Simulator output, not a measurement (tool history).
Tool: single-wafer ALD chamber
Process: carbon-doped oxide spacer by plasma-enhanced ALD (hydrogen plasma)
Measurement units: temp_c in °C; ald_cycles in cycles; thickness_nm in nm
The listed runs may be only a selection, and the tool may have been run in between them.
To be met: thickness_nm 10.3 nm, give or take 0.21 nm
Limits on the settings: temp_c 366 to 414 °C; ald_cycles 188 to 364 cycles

{"run": 1, "day": 0.0, "temp_c": 390, "ald_cycles": 276, "thickness_nm": 14.089}
{"run": 2, "day": 0.125, "temp_c": 385, "ald_cycles": 276, "thickness_nm": 13.84}
{"run": 3, "day": 0.367, "temp_c": 390, "ald_cycles": 276, "thickness_nm": 13.921}
{"run": 4, "day": 0.492, "temp_c": 384, "ald_cycles": 276, "thickness_nm": 14.031}
{"run": 5, "day": 0.662, "temp_c": 384, "ald_cycles": 247, "thickness_nm": 12.57}
{"run": 6, "day": 1.017, "temp_c": 373, "ald_cycles": 247, "thickness_nm": 12.514}
{"run": 7, "day": 1.062, "temp_c": 373, "ald_cycles": 236, "thickness_nm": 12.052}
{"run": 8, "day": 1.417, "temp_c": 373, "ald_cycles": 192, "thickness_nm": 9.7471}
{"run": 9, "day": 1.583, "temp_c": 373, "ald_cycles": 194, "thickness_nm": 9.9525}
{"run": 10, "day": 1.933, "temp_c": 373, "ald_cycles": 196, "thickness_nm": 9.8768}
{"run": 11, "day": 1.988, "temp_c": 373, "ald_cycles": 198, "thickness_nm": 10.114}

Pick the move, out of 5, that brings all results within their allowed miss; only one does.
{"run": "A", "day": 2.042, "temp_c": 373, "ald_cycles": 196, "thickness_nm": "?"}
{"run": "B", "day": 2.042, "temp_c": 378, "ald_cycles": 202, "thickness_nm": "?"}
{"run": "C", "day": 2.042, "temp_c": 367, "ald_cycles": 191, "thickness_nm": "?"}
{"run": "D", "day": 2.042, "temp_c": 384, "ald_cycles": 196, "thickness_nm": "?"}
{"run": "E", "day": 2.042, "temp_c": 366, "ald_cycles": 195, "thickness_nm": "?"}

move=A thickness_nm=10.046
move=B thickness_nm=10.353
move=C thickness_nm=9.7895
move=D thickness_nm=10.046
move=E thickness_nm=9.9946
A: further off than the last run
B: in spec on every target
C: further off than the last run
D: further off than the last run
E: further off than the last run
Go with B: it meets all targets.
